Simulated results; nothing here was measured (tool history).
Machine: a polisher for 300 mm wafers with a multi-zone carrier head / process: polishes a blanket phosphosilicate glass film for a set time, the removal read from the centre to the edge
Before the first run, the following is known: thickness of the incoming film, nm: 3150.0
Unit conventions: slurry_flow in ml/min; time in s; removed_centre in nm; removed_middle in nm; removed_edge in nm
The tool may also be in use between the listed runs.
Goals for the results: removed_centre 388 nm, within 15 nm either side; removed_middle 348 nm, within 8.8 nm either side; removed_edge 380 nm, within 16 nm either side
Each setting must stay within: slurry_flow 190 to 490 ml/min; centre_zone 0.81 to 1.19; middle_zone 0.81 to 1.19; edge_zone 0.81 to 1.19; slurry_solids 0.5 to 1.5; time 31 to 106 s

run 1 hour=0 | slurry_flow=315 centre_zone=1 middle_zone=1 edge_zone=1 slurry_solids=1 time=68 | removed_centre=692.64 removed_middle=706.11 removed_edge=690.71
run 2 hour=4.4 | slurry_flow=315 centre_zone=1.05 middle_zone=1 edge_zone=1 slurry_solids=1 time=68 | removed_centre=728.37 removed_middle=694.65 removed_edge=675.5
run 3 hour=9.4 | slurry_flow=315 centre_zone=1.05 middle_zone=1 edge_zone=0.94 slurry_solids=1 time=68 | removed_centre=716.21 removed_middle=702.73 removed_edge=683.48
run 4 hour=15.3 | slurry_flow=315 centre_zone=0.97 middle_zone=1 edge_zone=0.94 slurry_solids=1 time=68 | removed_centre=666.99 removed_middle=702.46 removed_edge=674.73
run 5 hour=17.4 | slurry_flow=315 centre_zone=0.97 middle_zone=1 edge_zone=0.94 slurry_solids=1.2 time=68 | removed_centre=730.8 removed_middle=748.42 removed_edge=740.21
run 6 hour=26.3 | slurry_flow=310 centre_zone=0.98 middle_zone=0.97 edge_zone=0.94 slurry_solids=1.1 time=63 | removed_centre=646.85 removed_middle=657.72 removed_edge=647.03
run 7 hour=34.9 | slurry_flow=300 centre_zone=0.99 middle_zone=0.94 edge_zone=0.99 slurry_solids=1 time=59 | removed_centre=588.77 removed_middle=573.65 removed_edge=586.16
run 8 hour=36.1 | slurry_flow=295 centre_zone=0.99 middle_zone=0.92 edge_zone=0.99 slurry_solids=0.9 time=57 | removed_centre=549.74 removed_middle=518.96 removed_edge=542.74
run 9 hour=38.2 | slurry_flow=290 centre_zone=0.99 middle_zone=0.91 edge_zone=0.98 slurry_solids=0.85 time=55 | removed_centre=514.41 removed_middle=487.25 removed_edge=519.68
run 10 hour=39.3 | slurry_flow=295 centre_zone=1 middle_zone=0.91 edge_zone=0.97 slurry_solids=0.8 time=53 | removed_centre=477.18 removed_middle=454.9 removed_edge=468.47
run 11 hour=43.6 | slurry_flow=290 centre_zone=1 middle_zone=0.89 edge_zone=0.96 slurry_solids=0.75 time=53 | removed_centre=468.09 removed_middle=433.71 removed_edge=458.36
run 12 hour=50.6 | slurry_flow=290 centre_zone=1 middle_zone=0.88 edge_zone=0.94 slurry_solids=0.7 time=53 | removed_centre=458.12 removed_middle=415.91 removed_edge=436.97
run 13 hour=54.6 | slurry_flow=285 centre_zone=0.99 middle_zone=0.87 edge_zone=0.93 slurry_solids=0.65 time=53 | removed_centre=423.13 removed_middle=394.47 removed_edge=431.38
run 14 hour=62.7 | slurry_flow=290 centre_zone=1 middle_zone=0.87 edge_zone=0.92 slurry_solids=0.65 time=53 | removed_centre=438.77 removed_middle=400.14 removed_edge=426.02
run 15 hour=69.3 | slurry_flow=290 centre_zone=1 middle_zone=0.86 edge_zone=0.91 slurry_solids=0.65 time=53 | removed_centre=439.09 removed_middle=394.25 removed_edge=426.31
run 16 hour=78.1 | slurry_flow=290 centre_zone=1 middle_zone=0.86 edge_zone=0.9 slurry_solids=0.6 time=53 | removed_centre=416.33 removed_middle=379.07 removed_edge=405.65
run 17 hour=84 | slurry_flow=290 centre_zone=1 middle_zone=0.85 edge_zone=0.89 slurry_solids=0.6 time=53 | removed_centre=433.6 removed_middle=377.6 removed_edge=400.39
run 18 hour=92.4 | slurry_flow=285 centre_zone=0.99 middle_zone=0.84 edge_zone=0.88 slurry_solids=0.6 time=53 | removed_centre=412.69 removed_middle=371.23 removed_edge=404.69
run 19 hour=100.5 | slurry_flow=285 centre_zone=0.99 middle_zone=0.84 edge_zone=0.87 slurry_solids=0.6 time=53 | removed_centre=411 removed_middle=374.48 removed_edge=398.81
run 20 hour=106.4 | slurry_flow=280 centre_zone=0.99 middle_zone=0.83 edge_zone=0.87 slurry_solids=0.6 time=53 | removed_centre=413.94 removed_middle=366.57 removed_edge=397.25
run 21 hour=113 | slurry_flow=275 centre_zone=0.99 middle_zone=0.83 edge_zone=0.86 slurry_solids=0.6 time=53 | removed_centre=419.88 removed_middle=365.81 removed_edge=389.5
run 22 hour=121.8 | slurry_flow=270 centre_zone=0.98 middle_zone=0.83 edge_zone=0.86 slurry_solids=0.6 time=53 | removed_centre=410.6 removed_middle=362.35 removed_edge=398.88
run 23 hour=130.7 | slurry_flow=270 centre_zone=0.98 middle_zone=0.83 edge_zone=0.85 slurry_solids=0.6 time=53 | removed_centre=414.5 removed_middle=362.01 removed_edge=393.69
run 24 hour=134.4 | slurry_flow=270 centre_zone=0.97 middle_zone=0.83 edge_zone=0.84 slurry_solids=0.6 time=53 | removed_centre=413.18 removed_middle=365.4 removed_edge=392.47
run 25 hour=142.2 | slurry_flow=270 centre_zone=0.96 middle_zone=0.83 edge_zone=0.84 slurry_solids=0.6 time=53 | removed_centre=404.65 removed_middle=366.1 removed_edge=386.35
run 26 hour=149.5 | slurry_flow=265 centre_zone=0.96 middle_zone=0.83 edge_zone=0.84 slurry_solids=0.6 time=53 | removed_centre=413.48 removed_middle=364.86 removed_edge=390.16

Which one of the following 4 next-run settings gets every result inside its allowed miss? There is exactly one.
run A hour=156.8 | slurry_flow=225 centre_zone=0.96 middle_zone=0.81 edge_zone=0.99 slurry_solids=0.6 time=53 | removed_centre=? removed_middle=? removed_edge=?
run B hour=156.8 | slurry_flow=425 centre_zone=0.92 middle_zone=0.85 edge_zone=0.89 slurry_solids=0.5 time=56 | removed_centre=? removed_middle=? removed_edge=?
run C hour=156.8 | slurry_flow=210 centre_zone=0.95 middle_zone=0.81 edge_zone=0.81 slurry_solids=0.7 time=50 | removed_centre=? removed_middle=? removed_edge=?
run D hour=156.8 | slurry_flow=210 centre_zone=1.02 middle_zone=0.91 edge_zone=0.81 slurry_solids=0.6 time=55 | removed_centre=? removed_middle=? removed_edge=?

move=A removed_centre=395.11 removed_middle=350.18 removed_edge=410.54
move=B removed_centre=394.8 removed_middle=376.76 removed_edge=399.78
move=C removed_centre=391.62 removed_middle=351.33 removed_edge=380.66
move=D removed_centre=430.8 removed_middle=394.57 removed_edge=389.01
A: brings the result that was furthest off to its target, and leaves another outside
B: moves away from the targets compared with the last run
C: every result lands within tolerance
D: moves away from the targets compared with the last run
Answer: C
